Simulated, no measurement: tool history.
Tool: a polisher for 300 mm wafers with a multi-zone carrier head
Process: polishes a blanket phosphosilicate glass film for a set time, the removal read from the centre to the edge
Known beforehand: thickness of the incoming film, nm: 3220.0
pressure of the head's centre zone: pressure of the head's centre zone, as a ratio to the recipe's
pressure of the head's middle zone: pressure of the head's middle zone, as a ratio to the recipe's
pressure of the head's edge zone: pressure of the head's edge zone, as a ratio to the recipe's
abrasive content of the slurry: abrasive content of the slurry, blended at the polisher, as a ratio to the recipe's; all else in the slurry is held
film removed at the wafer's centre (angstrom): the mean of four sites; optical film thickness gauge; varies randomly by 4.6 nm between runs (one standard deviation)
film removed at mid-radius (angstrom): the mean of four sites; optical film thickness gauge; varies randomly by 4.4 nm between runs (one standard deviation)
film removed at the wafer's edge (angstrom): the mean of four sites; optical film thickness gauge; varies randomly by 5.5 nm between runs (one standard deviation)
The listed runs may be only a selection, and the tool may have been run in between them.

| run | hour | flow of slurry (ml/min) | pressure of the head's centre zone | pressure of the head's middle zone | pressure of the head's edge zone | abrasive content of the slurry | polishing time (s) | film removed at the wafer's centre (angstrom) | film removed at mid-radius (angstrom) | film removed at the wafer's edge (angstrom) |
|---|---|---|---|---|---|---|---|---|---|---|
| 1 | 0.0 | 165 | 1.00 | 1.00 | 1.00 | 1.00 | 47 | 5308.5 | 5426.7 | 5499.4 |
| 2 | 1.4 | 130 | 1.00 | 1.00 | 1.00 | 1.00 | 47 | 4856.5 | 5154.1 | 5123.3 |
| 3 | 7.7 | 125 | 0.98 | 0.98 | 0.99 | 0.85 | 47 | 4666.0 | 4779.0 | 4999.3 |
| 4 | 15.4 | 125 | 0.98 | 0.90 | 0.99 | 0.85 | 47 | 4646.1 | 4485.1 | 4890.1 |
| 5 | 18.1 | 120 | 0.96 | 0.92 | 0.97 | 0.75 | 45 | 4111.9 | 4148.9 | 4511.0 |
| 6 | 19.8 | 120 | 0.96 | 0.92 | 1.02 | 0.75 | 45 | 4146.0 | 4158.2 | 4638.1 |
| 7 | 27.3 | 120 | 0.96 | 0.92 | 1.02 | 0.75 | 45 | 4150.2 | 4205.1 | 4720.6 |
| 8 | 30.2 | 115 | 0.94 | 0.93 | 0.98 | 0.70 | 44 | 3934.4 | 4055.6 | 4318.5 |
| 9 | 34.5 | 110 | 0.92 | 0.92 | 0.97 | 0.65 | 44 | 3649.0 | 3932.2 | 4156.9 |
| 10 | 36.9 | 110 | 0.91 | 0.91 | 0.95 | 0.60 | 44 | 3526.0 | 3753.5 | 3964.0 |

Run 11 has not been measured yet. What should we expect?
| 11 | 39.0 | 110 | 0.91 | 0.91 | 0.95 | 0.60 | 44 | ? | ? | ? |

film removed at the wafer's centre (angstrom): 3534.2
film removed at mid-radius (angstrom): 3764.9
film removed at the wafer's edge (angstrom): 4022.5
